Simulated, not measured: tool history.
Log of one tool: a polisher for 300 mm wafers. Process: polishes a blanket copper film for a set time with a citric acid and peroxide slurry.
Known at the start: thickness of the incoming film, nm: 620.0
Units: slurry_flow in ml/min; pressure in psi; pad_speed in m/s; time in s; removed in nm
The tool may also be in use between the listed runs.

run,hour,slurry_flow,pressure,pad_speed,slurry_solids,time,removed
1,0,245,3.6,0.76,1,41,69.917
2,5.9,250,4.3,0.76,1,41,78.584
3,12.9,250,4.3,0.94,1,41,95.53
4,15.9,250,4.3,0.94,1,41,96.439
5,20.2,280,4.3,0.94,1,41,98.135
6,23.1,290,4.7,0.94,1,41,106.07

Forecast run 7:
7,31.5,290,5,0.94,1,41,?

Run 7 gave removed 106.97 nm.
